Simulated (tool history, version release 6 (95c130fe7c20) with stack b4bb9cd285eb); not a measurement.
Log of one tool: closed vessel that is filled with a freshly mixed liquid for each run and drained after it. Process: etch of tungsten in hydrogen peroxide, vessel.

run	hour	temperature setpoint of the liquid (K)	concentration of hydrogen peroxide in the mixed liquid (% by weight)	time in the liquid (s)	thickness taken off the tungsten on a monitor wafer (nm)
1	0.0	331.15	18.0	30	37.967
2	2.2	331.15	21.5	30	41.791
3	5.3	331.15	21.5	30	41.704
4	6.4	331.15	24.0	30	43.832
5	8.5	331.15	22.0	30	42.631
6	10.2	329.15	22.0	30	37.398
7	12.9	327.15	22.0	30	33.253
8	19.7	325.65	22.0	30	30.322
9	24.1	324.15	22.0	30	27.870
10	26.4	323.15	22.0	30	26.299

Forecast run 11:
11	32.7	322.15	22.0	30	?

Run 11 gave thickness taken off the tungsten on a monitor wafer (nm) 24.831.

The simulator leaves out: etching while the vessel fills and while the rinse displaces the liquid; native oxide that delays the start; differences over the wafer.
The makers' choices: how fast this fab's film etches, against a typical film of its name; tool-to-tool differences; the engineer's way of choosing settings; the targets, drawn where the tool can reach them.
